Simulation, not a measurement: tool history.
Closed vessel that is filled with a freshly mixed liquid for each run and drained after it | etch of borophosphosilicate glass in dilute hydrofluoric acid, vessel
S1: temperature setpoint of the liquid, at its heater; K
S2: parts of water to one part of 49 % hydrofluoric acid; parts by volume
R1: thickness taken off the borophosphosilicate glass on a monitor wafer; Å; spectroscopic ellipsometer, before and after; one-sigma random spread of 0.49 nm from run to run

Run 1, day 0: S1 296.15 K, S2 150 parts by volume, time in the liquid (s) 210. Result: R1 349 Å.
Run 2, day 0.058: S1 298.65 K, S2 150 parts by volume, time in the liquid (s) 210. Result: R1 383.94 Å.
Run 3, day 0.142: S1 296.15 K, S2 150 parts by volume, time in the liquid (s) 210. Result: R1 354.66 Å.
Run 4, day 0.267: S1 296.15 K, S2 180 parts by volume, time in the liquid (s) 210. Result: R1 276.48 Å.
Run 5, day 0.408: S1 296.15 K, S2 130 parts by volume, time in the liquid (s) 210. Result: R1 422.4 Å.
Run 6, day 0.433: S1 297.65 K, S2 130 parts by volume, time in the liquid (s) 210. Result: R1 429.18 Å.
Run 7, day 0.708: S1 299.15 K, S2 125 parts by volume, time in the liquid (s) 210. Result: R1 488.27 Å.

The next listed run, before its measurement:
Run 8, day 1.021: S1 300.15 K, S2 125 parts by volume, time in the liquid (s) 210. Result: R1 ?.

R1: 510.21 Å
